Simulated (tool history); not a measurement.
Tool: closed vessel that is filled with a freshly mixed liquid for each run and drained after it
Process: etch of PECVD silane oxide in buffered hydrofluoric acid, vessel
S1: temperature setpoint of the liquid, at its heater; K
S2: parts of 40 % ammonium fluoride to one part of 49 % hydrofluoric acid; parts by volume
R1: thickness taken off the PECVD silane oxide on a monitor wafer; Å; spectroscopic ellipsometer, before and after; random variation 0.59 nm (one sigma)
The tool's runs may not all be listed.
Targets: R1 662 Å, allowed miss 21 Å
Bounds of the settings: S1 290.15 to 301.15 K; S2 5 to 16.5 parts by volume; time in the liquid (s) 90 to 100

run 1 hour=0 | S1=293.15 S2=10 time_in_the_liquid_(s)=90 | R1=1128.5
run 2 hour=5.4 | S1=292.65 S2=10.5 time_in_the_liquid_(s)=90 | R1=1051.7
run 3 hour=13.3 | S1=292.15 S2=11 time_in_the_liquid_(s)=90 | R1=973.77
run 4 hour=19.4 | S1=294.15 S2=11 time_in_the_liquid_(s)=90 | R1=1099.5
run 5 hour=21.3 | S1=293.65 S2=11.5 time_in_the_liquid_(s)=90 | R1=1002.2
run 6 hour=27.2 | S1=293.65 S2=11.5 time_in_the_liquid_(s)=100 | R1=1114.1
run 7 hour=32.8 | S1=293.15 S2=12 time_in_the_liquid_(s)=100 | R1=1042.8
run 8 hour=37 | S1=292.65 S2=12.5 time_in_the_liquid_(s)=100 | R1=963.26
run 9 hour=43.9 | S1=292.15 S2=13 time_in_the_liquid_(s)=100 | R1=910.25
run 10 hour=51.8 | S1=292.15 S2=13 time_in_the_liquid_(s)=100 | R1=912.55
run 11 hour=56.7 | S1=291.65 S2=13.5 time_in_the_liquid_(s)=100 | R1=865.55
run 12 hour=62.7 | S1=291.65 S2=14 time_in_the_liquid_(s)=100 | R1=824.91
run 13 hour=70.3 | S1=291.65 S2=14.5 time_in_the_liquid_(s)=100 | R1=810.15
run 14 hour=71.6 | S1=291.65 S2=15 time_in_the_liquid_(s)=100 | R1=779.57

Which of these 5 next moves meets every target?
run A hour=72.9 | S1=292.15 S2=13.5 time_in_the_liquid_(s)=100 | R1=?
run B hour=72.9 | S1=292.65 S2=16.5 time_in_the_liquid_(s)=90 | R1=?
run C hour=72.9 | S1=292.65 S2=15 time_in_the_liquid_(s)=90 | R1=?
run D hour=72.9 | S1=293.15 S2=13 time_in_the_liquid_(s)=100 | R1=?
run E hour=72.9 | S1=293.65 S2=14 time_in_the_liquid_(s)=100 | R1=?

move=A R1=872.64
move=B R1=663.11
move=C R1=728.36
move=D R1=957.93
move=E R1=916.02
A: further off than the last run
B: meets every target
C: nearer than the last run, and not there yet
D: further off than the last run
E: further off than the last run
The right move is B.

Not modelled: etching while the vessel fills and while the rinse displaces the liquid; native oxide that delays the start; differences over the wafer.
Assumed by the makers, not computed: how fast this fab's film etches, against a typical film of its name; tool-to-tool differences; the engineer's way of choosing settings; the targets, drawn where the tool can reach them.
